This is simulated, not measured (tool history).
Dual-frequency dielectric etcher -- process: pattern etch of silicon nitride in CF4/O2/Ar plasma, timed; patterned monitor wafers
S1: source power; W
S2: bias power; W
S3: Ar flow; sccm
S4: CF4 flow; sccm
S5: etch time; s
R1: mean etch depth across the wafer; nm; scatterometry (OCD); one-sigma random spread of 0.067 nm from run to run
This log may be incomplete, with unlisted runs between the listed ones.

run,hour,S1,S2,S3,S4,S5,R1
1,0,400,49,82,100,12,17.83
2,5.4,400,49,73,100,12,18.235
3,8.4,400,49,62,100,12,18.381
4,12.8,350,49,62,100,12,16.57
5,15.4,330,49,62,100,12,15.703
6,18.4,310,49,62,100,12,14.942

Forecast run 7:
7,26.2,300,49,62,100,12,?

R1: 14.594 nm
